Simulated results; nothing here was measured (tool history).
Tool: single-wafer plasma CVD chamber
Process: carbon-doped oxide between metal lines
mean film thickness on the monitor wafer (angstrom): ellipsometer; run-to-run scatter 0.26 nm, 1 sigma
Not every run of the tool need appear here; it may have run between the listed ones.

run	hour	heater temperature setpoint (K)	chamber pressure (mTorr)	RF power (W)	deposition time (s)	mean film thickness on the monitor wafer (angstrom)
1	0.0	618.15	3820	510	10.0	520.54
2	5.9	619.15	3740	500	10.0	507.97
3	10.3	620.15	3650	495	10.0	503.09
4	18.2	620.15	3650	495	10.0	501.70
5	26.5	620.15	3650	465	10.0	482.16
6	35.2	620.15	3650	500	10.0	505.37
7	35.9	621.15	3560	495	10.0	502.44
8	38.1	622.15	3550	490	10.0	492.38
9	41.9	623.15	3500	490	10.0	494.06
10	44.9	624.15	3460	485	10.0	488.33
11	47.7	625.15	3410	480	10.0	481.41

What will run 12 give?
12	54.0	626.15	3360	480	10.0	?

Run 12 measured mean film thickness on the monitor wafer (angstrom) 483.44.
